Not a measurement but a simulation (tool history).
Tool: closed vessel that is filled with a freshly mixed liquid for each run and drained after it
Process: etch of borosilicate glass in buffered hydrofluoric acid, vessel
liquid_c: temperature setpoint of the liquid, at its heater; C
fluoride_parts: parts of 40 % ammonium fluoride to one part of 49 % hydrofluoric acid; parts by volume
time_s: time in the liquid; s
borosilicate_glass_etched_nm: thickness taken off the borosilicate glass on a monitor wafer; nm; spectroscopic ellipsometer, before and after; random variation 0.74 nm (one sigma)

| run | hour | liquid_c | fluoride_parts | time_s | borosilicate_glass_etched_nm |
|---|---|---|---|---|---|
| 1 | 0.0 | 21.0 | 15.0 | 100 | 73.618 |
| 2 | 5.4 | 21.0 | 15.0 | 105 | 77.667 |
| 3 | 13.7 | 22.0 | 15.0 | 105 | 80.533 |
| 4 | 21.2 | 23.5 | 15.0 | 105 | 89.793 |
| 5 | 28.5 | 24.0 | 15.0 | 105 | 90.688 |
| 6 | 30.7 | 24.0 | 15.0 | 100 | 85.334 |

What will run 7 give?
| 7 | 34.5 | 24.5 | 15.0 | 100 | ? |

{"run 7": {"borosilicate_glass_etched_nm": 88.984}}
